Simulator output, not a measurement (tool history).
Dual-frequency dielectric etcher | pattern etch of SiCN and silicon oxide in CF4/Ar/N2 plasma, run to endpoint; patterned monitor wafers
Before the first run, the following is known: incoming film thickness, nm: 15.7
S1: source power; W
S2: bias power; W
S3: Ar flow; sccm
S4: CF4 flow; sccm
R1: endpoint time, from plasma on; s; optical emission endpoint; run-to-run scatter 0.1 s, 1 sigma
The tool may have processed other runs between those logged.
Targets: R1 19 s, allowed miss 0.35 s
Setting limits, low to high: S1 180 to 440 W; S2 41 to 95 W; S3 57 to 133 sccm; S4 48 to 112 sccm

run,day,S1,S2,S3,S4,R1
1,0,310,68,95,80,24.841
2,0.275,340,68,95,80,22.802
3,0.612,350,68,95,80,22.395
4,0.958,350,68,86,80,22.118
5,1.071,350,68,86,87,21.554
6,1.375,360,68,86,87,20.97
7,1.638,370,68,86,87,20.641
8,1.683,390,68,86,87,19.593

Exactly one of the 4 candidate moves below puts every result within its allowed miss. Which one?
A,1.729,430,66,91,86,?
B,1.729,400,57,79,101,?
C,1.729,430,80,109,52,?
D,1.729,370,76,79,109,?

move,R1
A,18.315
B,19.731
C,19.988
D,18.982
A: pushes the last run's worst result past its target
B: lands further from the targets than the last run did
C: lands further from the targets than the last run did
D: all results in spec
Correct choice: D, which meets every target
